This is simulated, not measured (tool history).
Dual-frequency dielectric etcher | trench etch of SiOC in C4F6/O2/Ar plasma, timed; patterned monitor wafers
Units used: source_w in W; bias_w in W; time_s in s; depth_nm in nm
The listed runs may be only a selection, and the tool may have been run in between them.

| run | hour | source_w | bias_w | time_s | depth_nm |
|---|---|---|---|---|---|
| 1 | 0.0 | 400 | 181 | 13.0 | 28.656 |
| 2 | 7.8 | 360 | 174 | 13.0 | 27.457 |
| 3 | 12.2 | 330 | 164 | 13.0 | 26.176 |
| 4 | 20.9 | 330 | 164 | 12.5 | 25.116 |
| 5 | 21.8 | 360 | 164 | 12.5 | 25.904 |
| 6 | 24.3 | 410 | 164 | 12.5 | 26.711 |
| 7 | 32.9 | 370 | 161 | 12.5 | 25.958 |
| 8 | 36.7 | 340 | 159 | 12.5 | 25.064 |
| 9 | 45.1 | 320 | 158 | 12.5 | 24.648 |
| 10 | 54.0 | 310 | 157 | 12.5 | 24.258 |

Run 11, settings as shown, results not yet in. Your forecast:
| 11 | 58.1 | 300 | 157 | 12.5 | ? |

{"run 11": {"depth_nm": 24.158}}
